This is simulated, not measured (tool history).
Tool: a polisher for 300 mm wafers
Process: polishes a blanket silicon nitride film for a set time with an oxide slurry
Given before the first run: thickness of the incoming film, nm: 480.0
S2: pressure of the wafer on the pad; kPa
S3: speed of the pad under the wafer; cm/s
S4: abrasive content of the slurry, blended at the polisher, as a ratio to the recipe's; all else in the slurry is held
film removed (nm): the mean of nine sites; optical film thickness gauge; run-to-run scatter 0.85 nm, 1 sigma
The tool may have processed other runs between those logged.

Run 1, hour 0: flow of slurry (ml/min) 280, S2 21.4 kPa, S3 90 cm/s, S4 1, polishing time (s) 112. Result: film removed (nm) 55.169.
Run 2, hour 0.9: flow of slurry (ml/min) 285, S2 25.5 kPa, S3 98 cm/s, S4 1, polishing time (s) 112. Result: film removed (nm) 67.84.
Run 3, hour 4.3: flow of slurry (ml/min) 285, S2 25.5 kPa, S3 98 cm/s, S4 1.1, polishing time (s) 112. Result: film removed (nm) 70.887.
Run 4, hour 13: flow of slurry (ml/min) 285, S2 25.5 kPa, S3 98 cm/s, S4 1.1, polishing time (s) 117. Result: film removed (nm) 73.733.
Run 5, hour 17.7: flow of slurry (ml/min) 285, S2 25.5 kPa, S3 76 cm/s, S4 1.1, polishing time (s) 117. Result: film removed (nm) 61.379.
Run 6, hour 25.2: flow of slurry (ml/min) 290, S2 28.3 kPa, S3 92 cm/s, S4 1.1, polishing time (s) 117. Result: film removed (nm) 78.518.
Run 7, hour 31.7: flow of slurry (ml/min) 295, S2 30.3 kPa, S3 102 cm/s, S4 1.1, polishing time (s) 117. Result: film removed (nm) 89.538.
Run 8, hour 34.2: flow of slurry (ml/min) 295, S2 31.7 kPa, S3 110 cm/s, S4 1.1, polishing time (s) 117. Result: film removed (nm) 99.521.
Run 9, hour 35.1: flow of slurry (ml/min) 295, S2 32.4 kPa, S3 116 cm/s, S4 1.1, polishing time (s) 117. Result: film removed (nm) 105.46.
Run 10, hour 36.6: flow of slurry (ml/min) 295, S2 33.1 kPa, S3 122 cm/s, S4 1.1, polishing time (s) 117. Result: film removed (nm) 110.66.
Run 11, hour 39.9: flow of slurry (ml/min) 300, S2 33.1 kPa, S3 126 cm/s, S4 1.1, polishing time (s) 117. Result: film removed (nm) 114.64.
Run 12, hour 41.5: flow of slurry (ml/min) 300, S2 33.1 kPa, S3 128 cm/s, S4 1.1, polishing time (s) 117. Result: film removed (nm) 114.54.
Run 13, hour 50.4: flow of slurry (ml/min) 300, S2 33.1 kPa, S3 132 cm/s, S4 1.1, polishing time (s) 117. Result: film removed (nm) 118.36.

Run 14, settings as shown, results not yet in. Your forecast:
At hour 52.9: worn pad replaced by a new one.
Run 14, hour 52.9: flow of slurry (ml/min) 300, S2 33.1 kPa, S3 134 cm/s, S4 1.1, polishing time (s) 117. Result: film removed (nm) ?.

Run 14 produced film removed (nm) 132.46.

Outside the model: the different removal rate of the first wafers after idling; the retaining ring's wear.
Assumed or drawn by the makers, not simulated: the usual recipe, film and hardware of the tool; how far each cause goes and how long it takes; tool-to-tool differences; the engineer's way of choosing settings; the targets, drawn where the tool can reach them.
